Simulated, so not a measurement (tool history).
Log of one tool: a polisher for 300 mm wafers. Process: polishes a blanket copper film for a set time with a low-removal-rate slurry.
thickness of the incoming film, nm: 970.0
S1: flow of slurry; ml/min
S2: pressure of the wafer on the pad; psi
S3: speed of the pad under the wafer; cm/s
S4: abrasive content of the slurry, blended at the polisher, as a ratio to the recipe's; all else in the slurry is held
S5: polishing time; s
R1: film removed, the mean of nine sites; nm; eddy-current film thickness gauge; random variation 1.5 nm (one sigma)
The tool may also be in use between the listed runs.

Run 1, hour 0: S1 255 ml/min, S2 2 psi, S3 116 cm/s, S4 1, S5 42 s. Result: R1 85.207 nm.
Run 2, hour 2.7: S1 260 ml/min, S2 2.4 psi, S3 124 cm/s, S4 1, S5 42 s. Result: R1 106.03 nm.
Run 3, hour 5: S1 260 ml/min, S2 2.6 psi, S3 134 cm/s, S4 1, S5 42 s. Result: R1 121.11 nm.
Run 4, hour 6.1: S1 325 ml/min, S2 2.6 psi, S3 134 cm/s, S4 1, S5 42 s. Result: R1 124.36 nm.
Run 5, hour 11.3: S1 325 ml/min, S2 2.6 psi, S3 110 cm/s, S4 1, S5 42 s. Result: R1 105.14 nm.
Run 6, hour 15.5: S1 325 ml/min, S2 2.8 psi, S3 124 cm/s, S4 1, S5 42 s. Result: R1 125.71 nm.

Forecast run 7:
Run 7, hour 17.9: S1 325 ml/min, S2 2.9 psi, S3 134 cm/s, S4 1, S5 42 s. Result: R1 ?.

{"run 7": {"R1": 138.74}}
